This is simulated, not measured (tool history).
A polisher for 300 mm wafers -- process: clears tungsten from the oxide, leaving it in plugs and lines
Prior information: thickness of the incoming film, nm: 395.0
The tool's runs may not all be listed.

run,day,flow of slurry (ml/min),pressure of the wafer on the pad (kPa),speed of the pad under the wafer (cm/s),abrasive content of the slurry,overpolish time after the end point (s),time until the end point was called (s)
1,0.000,310,24.1,118,1.0,20,74.807
2,0.104,310,29.0,118,1.0,20,66.611
3,0.400,240,29.0,118,1.0,20,67.021
4,0.496,240,29.0,108,1.0,20,78.020
5,0.612,240,34.5,108,1.0,20,66.572
6,0.662,240,34.5,94,1.0,20,79.732
7,0.742,240,35.2,98,1.0,20,76.404

Estimate the outcome of run 8 from the log above:
8,0.871,240,35.9,102,1.0,20,?

time until the end point was called (s): 69.935
